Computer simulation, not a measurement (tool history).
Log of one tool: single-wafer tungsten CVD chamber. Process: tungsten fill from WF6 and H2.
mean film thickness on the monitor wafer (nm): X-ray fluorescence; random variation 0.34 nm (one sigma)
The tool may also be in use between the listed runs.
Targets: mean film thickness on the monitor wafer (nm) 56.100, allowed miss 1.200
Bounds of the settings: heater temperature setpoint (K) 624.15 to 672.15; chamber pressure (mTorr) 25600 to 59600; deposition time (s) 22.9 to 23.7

run,hour,heater temperature setpoint (K),chamber pressure (mTorr),deposition time (s),mean film thickness on the monitor wafer (nm)
1,0.0,648.15,42600,22.9,43.844
2,8.1,650.15,42700,22.9,46.194
3,10.8,650.15,42700,22.9,46.067
4,15.1,650.15,39000,22.9,44.453
5,20.1,652.15,39100,22.9,45.935
6,22.8,642.15,39100,22.9,36.917
7,24.9,646.15,39200,22.9,40.408
8,28.1,649.15,39300,22.9,43.430
9,28.8,651.15,39400,22.9,45.573
10,33.1,653.15,39500,22.9,47.670
11,39.2,654.15,39600,22.9,48.685
12,42.8,655.15,39600,22.9,49.664
13,47.8,656.15,39600,22.9,50.664
14,52.5,657.15,39600,22.9,52.172
15,61.5,658.15,39600,22.9,52.874

5 next moves are on the table. One of them brings every result within its allowed miss. Which?
A,70.5,664.15,37400,22.9,?
B,70.5,662.15,43200,22.9,?
C,70.5,663.15,34800,22.9,?
D,70.5,657.15,37000,22.9,?
E,70.5,657.15,42200,23.5,?

move,mean film thickness on the monitor wafer (nm)
A,58.092
B,59.072
C,55.362
D,50.110
E,54.163
A: takes the result that was furthest off past its target
B: takes the result that was furthest off past its target
C: meets every target
D: further off than the last run
E: nearer than the last run, and not there yet
The right move is C.

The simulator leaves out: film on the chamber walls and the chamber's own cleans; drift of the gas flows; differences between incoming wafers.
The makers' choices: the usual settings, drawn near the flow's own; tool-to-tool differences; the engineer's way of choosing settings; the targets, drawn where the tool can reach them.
